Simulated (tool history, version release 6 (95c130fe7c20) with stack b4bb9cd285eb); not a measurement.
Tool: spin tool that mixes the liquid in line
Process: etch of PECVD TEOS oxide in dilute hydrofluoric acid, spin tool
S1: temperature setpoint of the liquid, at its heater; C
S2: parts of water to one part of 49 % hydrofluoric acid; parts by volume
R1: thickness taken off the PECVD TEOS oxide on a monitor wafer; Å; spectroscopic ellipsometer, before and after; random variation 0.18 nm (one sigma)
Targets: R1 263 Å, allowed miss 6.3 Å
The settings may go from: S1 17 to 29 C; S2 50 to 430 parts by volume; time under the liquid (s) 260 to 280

Run 1, hour 0: S1 21 C, S2 240 parts by volume, time under the liquid (s) 260. Result: R1 71.99 Å.
Run 2, hour 8.9: S1 21 C, S2 275 parts by volume, time under the liquid (s) 260. Result: R1 60.038 Å.
Run 3, hour 15.1: S1 18 C, S2 275 parts by volume, time under the liquid (s) 260. Result: R1 53.808 Å.
Run 4, hour 23.5: S1 17 C, S2 275 parts by volume, time under the liquid (s) 260. Result: R1 51.943 Å.
Run 5, hour 29.4: S1 17 C, S2 275 parts by volume, time under the liquid (s) 260. Result: R1 51.769 Å.
Run 6, hour 37.1: S1 18 C, S2 250 parts by volume, time under the liquid (s) 260. Result: R1 60.711 Å.
Run 7, hour 42.4: S1 19 C, S2 230 parts by volume, time under the liquid (s) 260. Result: R1 68.587 Å.
Run 8, hour 46.3: S1 23 C, S2 135 parts by volume, time under the liquid (s) 280. Result: R1 164.72 Å.
Run 9, hour 52.3: S1 23.5 C, S2 130 parts by volume, time under the liquid (s) 280. Result: R1 175.97 Å.
Run 10, hour 53.6: S1 24 C, S2 125 parts by volume, time under the liquid (s) 280. Result: R1 185.32 Å.
Run 11, hour 59.5: S1 24.5 C, S2 125 parts by volume, time under the liquid (s) 280. Result: R1 191.84 Å.
Run 12, hour 67.4: S1 25 C, S2 125 parts by volume, time under the liquid (s) 280. Result: R1 195.96 Å.
Run 13, hour 76.4: S1 25 C, S2 125 parts by volume, time under the liquid (s) 280. Result: R1 194.84 Å.
Run 14, hour 84.3: S1 25.5 C, S2 125 parts by volume, time under the liquid (s) 280. Result: R1 198.13 Å.
Run 15, hour 91.7: S1 26 C, S2 125 parts by volume, time under the liquid (s) 280. Result: R1 202.59 Å.
Run 16, hour 100.5: S1 26.5 C, S2 125 parts by volume, time under the liquid (s) 280. Result: R1 206.08 Å.
Run 17, hour 106: S1 29 C, S2 90 parts by volume, time under the liquid (s) 280. Result: R1 332.83 Å.

5 next moves are on the table. One of them brings every result within its allowed miss. Which?
Run A, hour 111.5: S1 28 C, S2 105 parts by volume, time under the liquid (s) 265. Result: R1 ?.
Run B, hour 111.5: S1 25.5 C, S2 95 parts by volume, time under the liquid (s) 270. Result: R1 ?.
Run C, hour 111.5: S1 28 C, S2 95 parts by volume, time under the liquid (s) 265. Result: R1 ?.
Run D, hour 111.5: S1 28.5 C, S2 100 parts by volume, time under the liquid (s) 270. Result: R1 ?.
Run E, hour 111.5: S1 29 C, S2 125 parts by volume, time under the liquid (s) 280. Result: R1 ?.

move      R1
   A  254.13
   B  263.26
   C   284.7
   D  278.97
   E  228.02
A: takes the result that was furthest off past its target
B: meets every target
C: nearer than the last run, and not there yet
D: nearer than the last run, and not there yet
E: takes the result that was furthest off past its target
Answer: B

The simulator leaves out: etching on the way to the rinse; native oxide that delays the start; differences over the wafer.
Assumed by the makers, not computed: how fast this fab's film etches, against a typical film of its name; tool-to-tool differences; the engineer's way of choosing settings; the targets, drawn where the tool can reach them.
